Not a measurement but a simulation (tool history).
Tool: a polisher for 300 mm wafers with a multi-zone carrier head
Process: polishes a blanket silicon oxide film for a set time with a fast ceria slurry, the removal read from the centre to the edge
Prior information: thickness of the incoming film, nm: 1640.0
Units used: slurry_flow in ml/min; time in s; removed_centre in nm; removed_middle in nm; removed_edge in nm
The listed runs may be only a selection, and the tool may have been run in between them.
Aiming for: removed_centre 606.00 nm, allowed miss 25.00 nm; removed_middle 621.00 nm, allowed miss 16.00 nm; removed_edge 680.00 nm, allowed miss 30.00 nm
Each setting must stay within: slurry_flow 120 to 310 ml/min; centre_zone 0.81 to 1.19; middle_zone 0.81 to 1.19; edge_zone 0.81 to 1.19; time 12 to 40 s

Run 1, hour 0.0: slurry_flow 200 ml/min, centre_zone 1.00, middle_zone 1.00, edge_zone 1.00, time 26 s. Result: removed_centre 471.40 nm, removed_middle 465.53 nm, removed_edge 477.70 nm.
Run 2, hour 9.0: slurry_flow 205 ml/min, centre_zone 1.00, middle_zone 1.01, edge_zone 1.05, time 28 s. Result: removed_centre 508.17 nm, removed_middle 507.87 nm, removed_edge 519.76 nm.
Run 3, hour 13.0: slurry_flow 205 ml/min, centre_zone 0.98, middle_zone 1.00, edge_zone 1.08, time 30 s. Result: removed_centre 542.94 nm, removed_middle 542.65 nm, removed_edge 565.45 nm.
Run 4, hour 17.9: slurry_flow 210 ml/min, centre_zone 0.96, middle_zone 0.99, edge_zone 1.11, time 31 s. Result: removed_centre 545.39 nm, removed_middle 557.74 nm, removed_edge 585.56 nm.
Run 5, hour 23.4: slurry_flow 210 ml/min, centre_zone 0.96, middle_zone 0.95, edge_zone 1.11, time 31 s. Result: removed_centre 544.04 nm, removed_middle 543.02 nm, removed_edge 590.83 nm.
Run 6, hour 31.4: slurry_flow 210 ml/min, centre_zone 1.02, middle_zone 0.95, edge_zone 1.11, time 31 s. Result: removed_centre 583.42 nm, removed_middle 540.41 nm, removed_edge 609.92 nm.
Run 7, hour 38.3: slurry_flow 215 ml/min, centre_zone 1.00, middle_zone 0.96, edge_zone 1.14, time 32 s. Result: removed_centre 586.24 nm, removed_middle 557.60 nm, removed_edge 622.81 nm.
Run 8, hour 39.8: slurry_flow 215 ml/min, centre_zone 0.98, middle_zone 0.96, edge_zone 1.15, time 33 s. Result: removed_centre 604.39 nm, removed_middle 578.82 nm, removed_edge 647.64 nm.
Run 9, hour 46.1: slurry_flow 220 ml/min, centre_zone 0.96, middle_zone 0.97, edge_zone 1.16, time 33 s. Result: removed_centre 570.95 nm, removed_middle 576.52 nm, removed_edge 650.02 nm.
Run 10, hour 48.3: slurry_flow 225 ml/min, centre_zone 0.97, middle_zone 0.99, edge_zone 1.16, time 33 s. Result: removed_centre 599.80 nm, removed_middle 588.77 nm, removed_edge 645.79 nm.

4 candidate next runs follow, results not yet known. Just one meets every target within its allowed miss. Identify it.
Run A, hour 50.5: slurry_flow 250 ml/min, centre_zone 0.96, middle_zone 0.96, edge_zone 1.13, time 32 s. Result: removed_centre ?, removed_middle ?, removed_edge ?.
Run B, hour 50.5: slurry_flow 280 ml/min, centre_zone 0.95, middle_zone 0.98, edge_zone 1.14, time 34 s. Result: removed_centre ?, removed_middle ?, removed_edge ?.
Run C, hour 50.5: slurry_flow 235 ml/min, centre_zone 1.05, middle_zone 1.05, edge_zone 1.06, time 32 s. Result: removed_centre ?, removed_middle ?, removed_edge ?.
Run D, hour 50.5: slurry_flow 185 ml/min, centre_zone 1.00, middle_zone 0.94, edge_zone 1.19, time 33 s. Result: removed_centre ?, removed_middle ?, removed_edge ?.

move  removed_centre  removed_middle  removed_edge
   A          576.90          575.14        633.16
   B          614.43          626.25        681.08
   C          626.98          604.23        612.81
   D          595.46          564.51        650.02
A: the biggest miss grows against the last run
B: every result within its allowed miss
C: the biggest miss grows against the last run
D: the biggest miss grows against the last run
Correct choice: B, which meets every target

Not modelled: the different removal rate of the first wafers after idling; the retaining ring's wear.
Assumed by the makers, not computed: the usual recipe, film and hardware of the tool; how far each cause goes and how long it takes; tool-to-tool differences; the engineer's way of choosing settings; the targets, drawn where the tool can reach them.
